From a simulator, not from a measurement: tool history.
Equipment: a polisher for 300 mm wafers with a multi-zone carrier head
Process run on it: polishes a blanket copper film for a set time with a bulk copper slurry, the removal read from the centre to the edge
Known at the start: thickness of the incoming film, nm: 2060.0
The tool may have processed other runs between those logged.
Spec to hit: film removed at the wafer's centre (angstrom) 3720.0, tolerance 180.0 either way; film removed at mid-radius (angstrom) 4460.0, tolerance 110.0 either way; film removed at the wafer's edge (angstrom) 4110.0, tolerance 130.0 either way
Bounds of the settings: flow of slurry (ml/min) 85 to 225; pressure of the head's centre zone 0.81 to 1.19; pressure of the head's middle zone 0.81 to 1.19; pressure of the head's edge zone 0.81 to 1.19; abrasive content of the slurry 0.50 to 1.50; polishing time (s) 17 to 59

| run | hour | flow of slurry (ml/min) | pressure of the head's centre zone | pressure of the head's middle zone | pressure of the head's edge zone | abrasive content of the slurry | polishing time (s) | film removed at the wafer's centre (angstrom) | film removed at mid-radius (angstrom) | film removed at the wafer's edge (angstrom) |
|---|---|---|---|---|---|---|---|---|---|---|
| 1 | 0.0 | 145 | 1.00 | 1.00 | 1.00 | 1.00 | 38 | 3651.2 | 3565.7 | 3481.0 |
| 2 | 4.1 | 145 | 1.00 | 1.00 | 1.00 | 1.00 | 30 | 2853.5 | 2803.6 | 2702.5 |
| 3 | 7.8 | 145 | 1.00 | 1.00 | 1.05 | 1.00 | 30 | 2810.0 | 2799.2 | 2717.1 |
| 4 | 10.2 | 145 | 1.00 | 0.95 | 1.05 | 1.00 | 30 | 2788.0 | 2696.6 | 2710.7 |
| 5 | 14.2 | 150 | 0.98 | 0.99 | 1.07 | 1.10 | 32 | 2981.0 | 3034.4 | 3009.0 |
| 6 | 21.1 | 150 | 0.98 | 0.99 | 1.01 | 1.10 | 32 | 2983.4 | 3021.8 | 2913.5 |
| 7 | 26.2 | 190 | 0.92 | 1.09 | 1.11 | 1.35 | 38 | 3567.2 | 4211.8 | 3790.2 |
|  | 34.9 | edge zone pressure recalibrated |
| 8 | 34.9 | 190 | 0.92 | 1.09 | 1.11 | 1.35 | 38 | 3600.5 | 4171.4 | 3901.3 |
| 9 | 43.8 | 195 | 0.92 | 1.10 | 1.12 | 1.35 | 38 | 3661.9 | 4238.6 | 3963.4 |
| 10 | 48.3 | 200 | 0.92 | 1.11 | 1.12 | 1.35 | 38 | 3584.3 | 4290.2 | 3893.4 |
| 11 | 51.5 | 200 | 0.92 | 1.11 | 1.13 | 1.35 | 38 | 3603.9 | 4256.5 | 3941.1 |
| 12 | 60.2 | 205 | 0.92 | 1.12 | 1.14 | 1.35 | 38 | 3658.9 | 4319.5 | 3911.6 |
| 13 | 65.4 | 205 | 0.92 | 1.12 | 1.15 | 1.40 | 38 | 3624.2 | 4344.1 | 4024.9 |

Exercise: of the 5 proposed moves below, exactly one satisfies all targets within the stated allowed misses. Which move is it?
| A | 70.6 | 220 | 0.89 | 1.12 | 1.13 | 1.20 | 38 | ? | ? | ? |
| B | 70.6 | 225 | 0.91 | 1.13 | 1.15 | 1.50 | 38 | ? | ? | ? |
| C | 70.6 | 200 | 0.90 | 1.04 | 1.16 | 1.45 | 39 | ? | ? | ? |
| D | 70.6 | 215 | 0.98 | 1.03 | 1.12 | 1.40 | 39 | ? | ? | ? |
| E | 70.6 | 215 | 0.85 | 1.06 | 1.19 | 1.50 | 38 | ? | ? | ? |

| move | film removed at the wafer's centre (angstrom) | film removed at mid-radius (angstrom) | film removed at the wafer's edge (angstrom) |
|---|---|---|---|
| A | 3587.8 | 4278.3 | 3886.4 |
| B | 3803.9 | 4467.0 | 4046.2 |
| C | 3768.1 | 4178.7 | 4096.5 |
| D | 4131.9 | 4164.7 | 4062.3 |
| E | 3525.0 | 4204.3 | 4075.8 |
A: the biggest miss grows against the last run
B: meets every target
C: the biggest miss grows against the last run
D: the biggest miss grows against the last run
E: the biggest miss grows against the last run
Answer: B
